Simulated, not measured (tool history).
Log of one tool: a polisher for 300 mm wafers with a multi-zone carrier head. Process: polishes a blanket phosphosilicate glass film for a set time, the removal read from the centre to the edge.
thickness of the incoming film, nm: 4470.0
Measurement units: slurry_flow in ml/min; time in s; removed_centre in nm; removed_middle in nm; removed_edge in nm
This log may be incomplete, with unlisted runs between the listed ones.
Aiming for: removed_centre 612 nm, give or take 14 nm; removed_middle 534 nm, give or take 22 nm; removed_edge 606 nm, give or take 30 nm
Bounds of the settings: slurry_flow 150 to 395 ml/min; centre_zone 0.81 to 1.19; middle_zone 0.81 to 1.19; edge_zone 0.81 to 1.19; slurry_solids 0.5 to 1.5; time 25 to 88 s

run	hour	slurry_flow	centre_zone	middle_zone	edge_zone	slurry_solids	time	removed_centre	removed_middle	removed_edge
1	0	250	1	1	1	1	56	463.56	457.98	464.29
2	3.2	255	1.02	0.99	1.04	1.1	56	483.83	458.63	497.83
3	10.1	255	1.02	1.04	1.04	1.1	56	492.2	491.72	493.96
4	18.7	265	1.05	1.04	1.07	1.15	56	521.86	509.17	513.18
5	20	275	1.07	1.03	1.1	1.2	56	539.57	514.15	540.87
6	28.9	285	1.09	1.02	1.12	1.2	56	548.87	496.93	556.85
7	33.9	295	1.11	1.03	1.13	1.2	56	555.81	509.61	558.02
8	37.7	300	1.13	1.03	1.14	1.2	56	565.32	504.01	554.57
9	41.1	305	1.14	1.03	1.15	1.25	56	587.53	531.33	555.49
10	46.9	305	1.14	1.02	1.16	1.25	56	585.78	521.41	553.1
11	48.3	310	1.13	1	1.17	1.25	57	587.56	512.62	570.23
12	56.7	305	1.13	1	1.18	1.25	57	585.85	512.41	567.23
13	65	315	1.12	0.99	1.18	1.25	57	591.71	514.13	580.32
14	73.5	355	1.11	0.99	1.19	1.3	57	593.89	529.67	583.13
15	80.7	350	1.11	0.98	1.19	1.3	57	588.79	528.85	606.2

Exactly one of the 5 candidate moves below puts every result within its allowed miss. Which one?
A	87.9	345	1.07	1.07	1.17	1.5	53	?	?	?
B	87.9	290	1.03	1.01	1.19	1.15	61	?	?	?
C	87.9	335	1.07	1.04	1.18	1.5	54	?	?	?
D	87.9	300	1.11	0.97	1.16	1.5	57	?	?	?
E	87.9	320	1.11	0.97	1.19	1.3	55	?	?	?

move	removed_centre	removed_middle	removed_edge
A	564.16	554.16	578.53
B	558.18	543.63	603.69
C	573.27	549.88	591.29
D	621.52	542.37	615.06
E	573.35	500.03	573.96
A: its largest miss is bigger than the last run's
B: its largest miss is bigger than the last run's
C: its largest miss is bigger than the last run's
D: all results land within tolerance of their targets
E: its largest miss is bigger than the last run's
Correct choice: D, which meets every target
